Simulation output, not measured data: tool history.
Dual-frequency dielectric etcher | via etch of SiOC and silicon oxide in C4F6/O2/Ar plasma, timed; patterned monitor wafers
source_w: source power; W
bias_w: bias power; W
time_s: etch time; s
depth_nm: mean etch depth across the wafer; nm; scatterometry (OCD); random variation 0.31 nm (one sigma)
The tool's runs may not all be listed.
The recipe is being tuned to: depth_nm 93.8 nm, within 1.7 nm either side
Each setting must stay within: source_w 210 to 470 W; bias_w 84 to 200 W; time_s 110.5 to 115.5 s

{"run": 1, "day": 0.0, "source_w": 340, "bias_w": 142, "time_s": 110.5, "depth_nm": 125.97}
{"run": 2, "day": 0.292, "source_w": 320, "bias_w": 133, "time_s": 110.5, "depth_nm": 120.25}
{"run": 3, "day": 0.612, "source_w": 320, "bias_w": 113, "time_s": 110.5, "depth_nm": 111.94}
{"run": 4, "day": 0.9, "source_w": 310, "bias_w": 110, "time_s": 110.5, "depth_nm": 109.03}
{"run": 5, "day": 1.104, "source_w": 260, "bias_w": 110, "time_s": 110.5, "depth_nm": 101.37}
{"run": 6, "day": 1.45, "source_w": 300, "bias_w": 110, "time_s": 110.5, "depth_nm": 106.98}
{"run": 7, "day": 1.529, "source_w": 290, "bias_w": 109, "time_s": 110.5, "depth_nm": 105.21}
{"run": 8, "day": 1.592, "source_w": 230, "bias_w": 95, "time_s": 110.5, "depth_nm": 89.103}

Which single option among these 4 for the next run brings every result within its allowed miss of target? Just one does.
{"run": "A", "day": 1.654, "source_w": 210, "bias_w": 97, "time_s": 114, "depth_nm": "?"}
{"run": "B", "day": 1.654, "source_w": 210, "bias_w": 96, "time_s": 114, "depth_nm": "?"}
{"run": "C", "day": 1.654, "source_w": 260, "bias_w": 98, "time_s": 114.5, "depth_nm": "?"}
{"run": "D", "day": 1.654, "source_w": 230, "bias_w": 99, "time_s": 114, "depth_nm": "?"}

move=A depth_nm=89.355
move=B depth_nm=88.926
move=C depth_nm=99.294
move=D depth_nm=94
A: closer than the last run, but not yet in spec
B: just as far off the targets as the last run
C: the result that was furthest off in the last run now lies on the other side of its target
D: every result within its allowed miss
The move that meets every target is D.
